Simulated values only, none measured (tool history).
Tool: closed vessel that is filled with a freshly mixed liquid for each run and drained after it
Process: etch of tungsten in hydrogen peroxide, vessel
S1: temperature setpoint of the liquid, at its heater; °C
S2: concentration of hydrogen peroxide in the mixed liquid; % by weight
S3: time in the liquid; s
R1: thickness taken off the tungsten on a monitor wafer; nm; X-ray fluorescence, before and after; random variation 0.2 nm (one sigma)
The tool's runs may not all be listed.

Run 1, hour 0.0: S1 44.0 °C, S2 16 % by weight, S3 90 s. Result: R1 116.600 nm.
Run 2, hour 2.6: S1 42.5 °C, S2 16 % by weight, S3 90 s. Result: R1 106.500 nm.
Run 3, hour 6.5: S1 41.5 °C, S2 16 % by weight, S3 90 s. Result: R1 99.817 nm.
Run 4, hour 9.8: S1 38.5 °C, S2 16 % by weight, S3 90 s. Result: R1 81.991 nm.
Run 5, hour 15.9: S1 38.5 °C, S2 16 % by weight, S3 95 s. Result: R1 85.916 nm.
Run 6, hour 20.5: S1 38.0 °C, S2 16 % by weight, S3 95 s. Result: R1 83.511 nm.
Run 7, hour 29.0: S1 37.5 °C, S2 16 % by weight, S3 95 s. Result: R1 80.932 nm.
Run 8, hour 30.1: S1 37.0 °C, S2 16 % by weight, S3 95 s. Result: R1 78.235 nm.
Run 9, hour 32.3: S1 36.5 °C, S2 16 % by weight, S3 95 s. Result: R1 75.826 nm.
Run 10, hour 38.1: S1 36.0 °C, S2 16 % by weight, S3 95 s. Result: R1 73.299 nm.
Run 11, hour 43.6: S1 35.5 °C, S2 16 % by weight, S3 95 s. Result: R1 70.609 nm.
Run 12, hour 49.9: S1 32.0 °C, S2 15 % by weight, S3 95 s. Result: R1 53.881 nm.

Run 13 comes next. What will it give?
Run 13, hour 54.3: S1 32.0 °C, S2 15 % by weight, S3 95 s. Result: R1 ?.

Run 13 gave R1 54.053 nm.
